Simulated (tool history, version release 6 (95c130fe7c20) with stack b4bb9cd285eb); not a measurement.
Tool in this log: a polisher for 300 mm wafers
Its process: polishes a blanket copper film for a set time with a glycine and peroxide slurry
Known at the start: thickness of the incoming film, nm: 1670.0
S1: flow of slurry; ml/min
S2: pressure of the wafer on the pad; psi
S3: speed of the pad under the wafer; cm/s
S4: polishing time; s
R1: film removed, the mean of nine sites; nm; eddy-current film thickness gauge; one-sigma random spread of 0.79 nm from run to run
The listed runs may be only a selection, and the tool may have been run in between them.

run,hour,S1,S2,S3,S4,R1
1,0.0,215,2.4,108,47,237.93
2,3.6,215,2.4,134,47,282.79
3,9.9,215,2.4,134,50,304.35
4,17.9,260,2.4,134,50,312.98
5,18.8,285,2.4,134,50,313.64
6,22.9,285,2.4,134,47,294.94
7,27.9,275,2.2,126,47,260.96
8,31.9,240,1.6,96,47,172.88
9,39.0,235,1.5,94,47,162.67
10,40.8,230,1.4,92,47,155.43
11,47.7,225,1.3,90,47,145.09
12,51.9,215,1.3,90,47,145.92
13,56.8,210,1.3,90,47,146.11
14,58.0,205,1.3,90,47,144.27

Estimate the outcome of run 15 from the log above:
15,62.5,200,1.3,90,47,?

For run 15 the tool returned R1 143.83 nm.
